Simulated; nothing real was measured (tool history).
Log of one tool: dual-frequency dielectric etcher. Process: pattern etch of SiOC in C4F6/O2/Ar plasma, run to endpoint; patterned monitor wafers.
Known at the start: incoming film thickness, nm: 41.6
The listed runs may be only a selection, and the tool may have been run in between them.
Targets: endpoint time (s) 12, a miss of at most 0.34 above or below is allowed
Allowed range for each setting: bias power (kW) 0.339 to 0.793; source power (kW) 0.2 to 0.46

run 1 hour=0 | bias_power_(kW)=0.566 source_power_(kW)=0.33 | endpoint_time_(s)=14.101
run 2 hour=7.2 | bias_power_(kW)=0.566 source_power_(kW)=0.28 | endpoint_time_(s)=14.617
run 3 hour=13 | bias_power_(kW)=0.52 source_power_(kW)=0.28 | endpoint_time_(s)=15.093
run 4 hour=20 | bias_power_(kW)=0.468 source_power_(kW)=0.28 | endpoint_time_(s)=15.62
run 5 hour=28 | bias_power_(kW)=0.5 source_power_(kW)=0.29 | endpoint_time_(s)=15.058
run 6 hour=31.9 | bias_power_(kW)=0.527 source_power_(kW)=0.3 | endpoint_time_(s)=14.682
run 7 hour=34.1 | bias_power_(kW)=0.551 source_power_(kW)=0.31 | endpoint_time_(s)=14.227
run 8 hour=42.3 | bias_power_(kW)=0.571 source_power_(kW)=0.31 | endpoint_time_(s)=14.217
run 9 hour=47.9 | bias_power_(kW)=0.571 source_power_(kW)=0.31 | endpoint_time_(s)=14.093
run 10 hour=52.4 | bias_power_(kW)=0.591 source_power_(kW)=0.31 | endpoint_time_(s)=13.928
run 11 hour=58.8 | bias_power_(kW)=0.609 source_power_(kW)=0.31 | endpoint_time_(s)=13.83
run 12 hour=64.1 | bias_power_(kW)=0.626 source_power_(kW)=0.32 | endpoint_time_(s)=13.456
run 13 hour=67 | bias_power_(kW)=0.626 source_power_(kW)=0.32 | endpoint_time_(s)=13.295
run 14 hour=72.7 | bias_power_(kW)=0.637 source_power_(kW)=0.32 | endpoint_time_(s)=13.279
run 15 hour=76.7 | bias_power_(kW)=0.649 source_power_(kW)=0.32 | endpoint_time_(s)=13.195
run 16 hour=84.1 | bias_power_(kW)=0.66 source_power_(kW)=0.32 | endpoint_time_(s)=13.101
run 17 hour=91.3 | bias_power_(kW)=0.671 source_power_(kW)=0.32 | endpoint_time_(s)=13.068

Which one of the following 4 next-run settings gets every result inside its allowed miss? There is exactly one.
run A hour=98.5 | bias_power_(kW)=0.544 source_power_(kW)=0.31 | endpoint_time_(s)=?
run B hour=98.5 | bias_power_(kW)=0.55 source_power_(kW)=0.29 | endpoint_time_(s)=?
run C hour=98.5 | bias_power_(kW)=0.561 source_power_(kW)=0.29 | endpoint_time_(s)=?
run D hour=98.5 | bias_power_(kW)=0.793 source_power_(kW)=0.33 | endpoint_time_(s)=?

move=A endpoint_time_(s)=14.242
move=B endpoint_time_(s)=14.506
move=C endpoint_time_(s)=14.394
move=D endpoint_time_(s)=12.006
A: the biggest miss grows against the last run
B: the biggest miss grows against the last run
C: the biggest miss grows against the last run
D: each result inside its tolerance
Go with D: it meets all targets.

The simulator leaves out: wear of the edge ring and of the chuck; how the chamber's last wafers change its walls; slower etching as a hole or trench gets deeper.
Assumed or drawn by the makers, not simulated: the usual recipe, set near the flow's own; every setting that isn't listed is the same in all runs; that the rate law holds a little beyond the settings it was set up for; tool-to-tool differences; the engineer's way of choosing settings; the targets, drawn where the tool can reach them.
